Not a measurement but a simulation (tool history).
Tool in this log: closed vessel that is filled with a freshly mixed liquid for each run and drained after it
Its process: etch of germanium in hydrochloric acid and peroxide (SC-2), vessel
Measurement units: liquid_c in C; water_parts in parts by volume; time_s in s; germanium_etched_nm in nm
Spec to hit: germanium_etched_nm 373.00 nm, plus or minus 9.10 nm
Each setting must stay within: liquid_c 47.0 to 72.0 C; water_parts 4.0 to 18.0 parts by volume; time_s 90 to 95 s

| run | hour | liquid_c | water_parts | time_s | germanium_etched_nm |
|---|---|---|---|---|---|
| 1 | 0.0 | 63.0 | 10.0 | 90 | 399.13 |
| 2 | 9.3 | 63.0 | 10.0 | 95 | 419.40 |
| 3 | 16.8 | 57.5 | 10.0 | 95 | 354.97 |
| 4 | 17.8 | 57.5 | 8.0 | 95 | 363.66 |
| 5 | 23.2 | 53.5 | 8.0 | 95 | 320.73 |
| 6 | 28.9 | 53.5 | 8.0 | 90 | 304.23 |
| 7 | 35.4 | 61.5 | 7.5 | 90 | 391.36 |
| 8 | 37.4 | 61.0 | 7.5 | 90 | 383.19 |

Pick the move, out of 4, that brings all results within their allowed miss; only one does.
| A | 39.4 | 60.0 | 6.5 | 90 | ? |
| B | 39.4 | 62.0 | 8.0 | 90 | ? |
| C | 39.4 | 61.5 | 6.5 | 90 | ? |
| D | 39.4 | 61.0 | 8.0 | 95 | ? |

| move | germanium_etched_nm |
|---|---|
| A | 375.58 |
| B | 393.19 |
| C | 392.92 |
| D | 402.89 |
A: every result lands within tolerance
B: lands further from the targets than the last run did
C: lands further from the targets than the last run did
D: lands further from the targets than the last run did
Go with A: it meets all targets.
